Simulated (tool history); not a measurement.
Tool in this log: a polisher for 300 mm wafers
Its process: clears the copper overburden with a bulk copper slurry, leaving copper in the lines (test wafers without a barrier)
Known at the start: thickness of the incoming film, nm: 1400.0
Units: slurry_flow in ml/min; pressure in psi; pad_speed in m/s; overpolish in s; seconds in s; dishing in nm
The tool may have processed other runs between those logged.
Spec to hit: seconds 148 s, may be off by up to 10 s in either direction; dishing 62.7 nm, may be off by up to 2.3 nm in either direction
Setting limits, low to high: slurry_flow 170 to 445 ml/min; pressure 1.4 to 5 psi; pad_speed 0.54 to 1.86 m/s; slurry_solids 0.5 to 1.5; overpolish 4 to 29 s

run    day  slurry_flow  pressure  pad_speed  slurry_solids  overpolish  seconds  dishing
  1      0          285       3.2       1.18              1          15   103.91   103.32
  2  0.175          260       3.2       1.18              1          15   104.52   104.27
  3  0.225          260       3.2       1.08              1          15   108.94   97.601
  4  0.375          315       3.2       1.08              1          15   107.11   100.74
  5  0.538          315       3.2        0.9              1          15   132.35   87.398
  6  0.704          315       2.5        0.9              1          15   168.61   71.837
  7  1.038          315       2.5        0.9              1          14   166.96   69.611
  8  1.217          315       2.5        0.9              1          13   168.76   65.325
  9  1.546          315       2.5        0.9              1          12   170.58   61.709
 10  1.896          315         3       0.94              1          10   137.54    65.03

Of the 5 settings listed for the next run, only one would bring every result within its allowed miss of target. Which one?
  A  2.246          370       2.8        1.1            1.1          10        ?        ?
  B  2.246          370       3.3       0.74           0.95          13        ?        ?
  C  2.246          310       2.9       0.78            1.1          13        ?        ?
  D  2.246          325         3       0.98           1.05          10        ?        ?
  E  2.246          330       2.9       0.86              1          11        ?        ?

move  seconds  dishing
   A   117.64   70.238
   B   151.73   71.641
   C    160.7   67.885
   D   125.68   67.223
   E   148.66   63.402
A: the biggest miss grows against the last run
B: corrects the largest miss of the last run, while another result sits out of spec
C: pushes the last run's worst result past its target
D: the biggest miss grows against the last run
E: all results land within tolerance of their targets
The move that meets every target is E.
